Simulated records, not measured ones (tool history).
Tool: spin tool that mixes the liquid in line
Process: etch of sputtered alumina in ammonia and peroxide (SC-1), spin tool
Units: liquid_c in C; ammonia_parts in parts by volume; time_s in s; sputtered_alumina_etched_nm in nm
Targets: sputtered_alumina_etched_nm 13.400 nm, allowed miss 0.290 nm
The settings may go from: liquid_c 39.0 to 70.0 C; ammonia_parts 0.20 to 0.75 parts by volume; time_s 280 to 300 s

Run 1, hour 0.0: liquid_c 55.0 C, ammonia_parts 0.45 parts by volume, time_s 280 s. Result: sputtered_alumina_etched_nm 15.121 nm.
Run 2, hour 5.3: liquid_c 59.0 C, ammonia_parts 0.45 parts by volume, time_s 280 s. Result: sputtered_alumina_etched_nm 18.579 nm.
Run 3, hour 8.9: liquid_c 59.0 C, ammonia_parts 0.45 parts by volume, time_s 280 s. Result: sputtered_alumina_etched_nm 18.682 nm.
Run 4, hour 17.8: liquid_c 58.5 C, ammonia_parts 0.45 parts by volume, time_s 280 s. Result: sputtered_alumina_etched_nm 18.369 nm.
Run 5, hour 22.4: liquid_c 58.5 C, ammonia_parts 0.60 parts by volume, time_s 280 s. Result: sputtered_alumina_etched_nm 18.771 nm.
Run 6, hour 30.6: liquid_c 61.0 C, ammonia_parts 0.60 parts by volume, time_s 280 s. Result: sputtered_alumina_etched_nm 21.466 nm.
Run 7, hour 36.1: liquid_c 60.0 C, ammonia_parts 0.60 parts by volume, time_s 280 s. Result: sputtered_alumina_etched_nm 20.316 nm.
Run 8, hour 44.8: liquid_c 59.0 C, ammonia_parts 0.60 parts by volume, time_s 280 s. Result: sputtered_alumina_etched_nm 19.265 nm.
Run 9, hour 46.1: liquid_c 58.5 C, ammonia_parts 0.60 parts by volume, time_s 280 s. Result: sputtered_alumina_etched_nm 18.723 nm.
Run 10, hour 49.1: liquid_c 58.0 C, ammonia_parts 0.60 parts by volume, time_s 280 s. Result: sputtered_alumina_etched_nm 18.368 nm.
Run 11, hour 54.8: liquid_c 57.5 C, ammonia_parts 0.60 parts by volume, time_s 280 s. Result: sputtered_alumina_etched_nm 17.672 nm.
Run 12, hour 59.2: liquid_c 51.5 C, ammonia_parts 0.60 parts by volume, time_s 280 s. Result: sputtered_alumina_etched_nm 13.079 nm.

Which of these 5 next moves meets every target?
Run A, hour 63.6: liquid_c 50.5 C, ammonia_parts 0.70 parts by volume, time_s 300 s. Result: sputtered_alumina_etched_nm ?.
Run B, hour 63.6: liquid_c 51.0 C, ammonia_parts 0.60 parts by volume, time_s 280 s. Result: sputtered_alumina_etched_nm ?.
Run C, hour 63.6: liquid_c 51.0 C, ammonia_parts 0.65 parts by volume, time_s 280 s. Result: sputtered_alumina_etched_nm ?.
Run D, hour 63.6: liquid_c 51.0 C, ammonia_parts 0.55 parts by volume, time_s 285 s. Result: sputtered_alumina_etched_nm ?.
Run E, hour 63.6: liquid_c 50.0 C, ammonia_parts 0.60 parts by volume, time_s 300 s. Result: sputtered_alumina_etched_nm ?.

move  sputtered_alumina_etched_nm
   A                       13.259
   B                       12.533
   C                       12.629
   D                       12.652
   E                       12.712
A: meets every target
B: further off than the last run
C: further off than the last run
D: further off than the last run
E: further off than the last run
The right move is A.

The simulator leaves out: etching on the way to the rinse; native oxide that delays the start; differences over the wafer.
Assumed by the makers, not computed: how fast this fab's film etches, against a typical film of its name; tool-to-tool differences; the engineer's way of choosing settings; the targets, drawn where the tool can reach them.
